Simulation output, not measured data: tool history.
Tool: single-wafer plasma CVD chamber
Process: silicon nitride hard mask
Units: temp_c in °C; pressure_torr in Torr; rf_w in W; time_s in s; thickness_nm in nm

{"run": 1, "hour": 0.0, "temp_c": 385, "pressure_torr": 1.19, "rf_w": 245, "time_s": 12.8, "thickness_nm": 11.369}
{"run": 2, "hour": 6.5, "temp_c": 385, "pressure_torr": 1.19, "rf_w": 245, "time_s": 12.8, "thickness_nm": 11.377}
{"run": 3, "hour": 8.4, "temp_c": 385, "pressure_torr": 1.37, "rf_w": 245, "time_s": 12.8, "thickness_nm": 11.881}
{"run": 4, "hour": 15.1, "temp_c": 385, "pressure_torr": 1.56, "rf_w": 245, "time_s": 12.8, "thickness_nm": 12.412}
{"run": 5, "hour": 20.7, "temp_c": 385, "pressure_torr": 1.56, "rf_w": 230, "time_s": 12.8, "thickness_nm": 11.829}
{"run": 6, "hour": 23.0, "temp_c": 393, "pressure_torr": 1.56, "rf_w": 230, "time_s": 12.8, "thickness_nm": 11.666}
{"run": 7, "hour": 28.4, "temp_c": 394, "pressure_torr": 1.45, "rf_w": 225, "time_s": 12.8, "thickness_nm": 11.275}

Estimate the outcome of run 8 from the log above:
{"run": 8, "hour": 30.2, "temp_c": 394, "pressure_torr": 1.36, "rf_w": 225, "time_s": 12.8, "thickness_nm": "?"}

Run 8 yielded thickness_nm 11.068 nm.

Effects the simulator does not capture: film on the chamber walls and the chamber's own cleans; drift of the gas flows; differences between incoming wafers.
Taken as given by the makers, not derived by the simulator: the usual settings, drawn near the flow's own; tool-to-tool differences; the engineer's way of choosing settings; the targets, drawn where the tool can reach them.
